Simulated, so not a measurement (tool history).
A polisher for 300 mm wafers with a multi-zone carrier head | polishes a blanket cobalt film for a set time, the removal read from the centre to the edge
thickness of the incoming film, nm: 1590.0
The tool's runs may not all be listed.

run  hour  flow of slurry (ml/min)  pressure of the head's centre zone  pressure of the head's middle zone  pressure of the head's edge zone  polishing time (s)  film removed at the wafer's centre (angstrom)  film removed at mid-radius (angstrom)  film removed at the wafer's edge (angstrom)
  1   0.0                      315                                1.00                                1.00                              1.00                  62                                        1710.10                                1736.10                                      1690.80
  2   7.9                      345                                1.00                                1.00                              1.00                  62                                        1733.60                                1738.60                                      1718.50
  3  13.2                      345                                1.00                                0.92                              1.00                  62                                        1663.20                                1629.90                                      1723.00
  4  16.1                      345                                1.00                                0.96                              1.00                  62                                        1714.30                                1694.50                                      1706.10
  5  20.4                      345                                1.00                                0.96                              1.00                  53                                        1458.10                                1429.20                                      1478.90
  6  25.6                      340                                0.99                                0.94                              0.98                  49                                        1342.50                                1279.50                                      1305.70
  7  28.2                      340                                0.97                                0.92                              0.98                  47                                        1258.70                                1243.60                                      1264.50

Forecast run 8:
  8  35.7                      315                                0.96                                0.82                              1.02                  31                                              ?                                      ?                                            ?

film removed at the wafer's centre (angstrom): 795.44
film removed at mid-radius (angstrom): 734.14
film removed at the wafer's edge (angstrom): 852.59
